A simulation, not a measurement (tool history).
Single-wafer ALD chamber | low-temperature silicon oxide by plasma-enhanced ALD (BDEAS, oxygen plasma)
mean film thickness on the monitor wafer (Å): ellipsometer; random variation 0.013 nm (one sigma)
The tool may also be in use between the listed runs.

run	day	heater temperature setpoint (deg C)	number of ALD cycles (cycles)	mean film thickness on the monitor wafer (Å)
1	0	95	22	30.629
2	0.204	98	21	29.081
3	0.375	100	20	27.66
4	0.438	95	20	28.007
# day 0.583: thermocouple changed; heater temperature recalibrated
5	0.583	104	20	26.516
6	0.8	97	20	27.31

Run 7 comes next. What will it give?
7	1.004	100	19	?

mean film thickness on the monitor wafer (Å): 25.439
